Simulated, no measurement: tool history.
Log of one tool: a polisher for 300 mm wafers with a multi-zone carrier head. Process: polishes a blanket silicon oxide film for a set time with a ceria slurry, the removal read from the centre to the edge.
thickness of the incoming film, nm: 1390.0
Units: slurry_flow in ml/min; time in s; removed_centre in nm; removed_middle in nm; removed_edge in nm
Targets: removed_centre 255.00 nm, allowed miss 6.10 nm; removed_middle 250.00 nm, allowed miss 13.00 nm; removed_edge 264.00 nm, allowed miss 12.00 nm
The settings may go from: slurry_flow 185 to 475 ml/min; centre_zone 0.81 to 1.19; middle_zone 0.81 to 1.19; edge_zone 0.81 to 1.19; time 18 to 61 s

| run | hour | slurry_flow | centre_zone | middle_zone | edge_zone | time | removed_centre | removed_middle | removed_edge |
|---|---|---|---|---|---|---|---|---|---|
| 1 | 0.0 | 305 | 1.00 | 1.00 | 1.00 | 39 | 202.86 | 202.41 | 203.77 |
| 2 | 4.9 | 305 | 0.95 | 1.00 | 1.00 | 39 | 192.82 | 198.77 | 203.13 |
| 3 | 9.8 | 345 | 0.95 | 1.00 | 1.00 | 39 | 195.95 | 199.54 | 203.06 |
| 4 | 10.4 | 330 | 0.97 | 1.00 | 1.02 | 40 | 202.33 | 216.32 | 210.54 |
| 5 | 14.3 | 330 | 0.97 | 0.95 | 1.02 | 40 | 201.89 | 201.54 | 210.17 |
| 6 | 22.7 | 320 | 0.99 | 0.94 | 1.04 | 41 | 212.10 | 209.41 | 223.93 |
| 7 | 29.6 | 320 | 1.01 | 0.94 | 1.06 | 41 | 213.93 | 209.97 | 220.97 |
| 8 | 34.5 | 315 | 1.02 | 0.94 | 1.07 | 42 | 223.33 | 213.36 | 233.12 |
| 9 | 37.8 | 315 | 1.03 | 0.95 | 1.08 | 42 | 223.31 | 207.55 | 230.79 |
| 10 | 45.9 | 315 | 1.03 | 0.95 | 1.07 | 43 | 229.09 | 217.80 | 234.72 |
| 11 | 50.4 | 315 | 1.03 | 0.96 | 1.08 | 44 | 237.02 | 229.52 | 244.64 |

5 next moves are on the table. One of them brings every result within its allowed miss. Which?
| A | 54.9 | 320 | 0.93 | 0.96 | 1.04 | 46 | ? | ? | ? |
| B | 54.9 | 225 | 0.92 | 0.92 | 1.19 | 52 | ? | ? | ? |
| C | 54.9 | 450 | 1.10 | 1.19 | 0.86 | 44 | ? | ? | ? |
| D | 54.9 | 320 | 1.02 | 0.98 | 1.09 | 48 | ? | ? | ? |
| E | 54.9 | 185 | 0.89 | 0.88 | 1.14 | 56 | ? | ? | ? |

| move | removed_centre | removed_middle | removed_edge |
|---|---|---|---|
| A | 224.36 | 231.71 | 249.78 |
| B | 239.03 | 244.45 | 292.27 |
| C | 262.41 | 260.90 | 223.30 |
| D | 256.98 | 244.71 | 266.59 |
| E | 239.69 | 248.01 | 300.56 |
A: further off than the last run
B: nearer than the last run, and not there yet
C: takes the result that was furthest off past its target
D: meets every target
E: as far off as the last run
The right move is D.
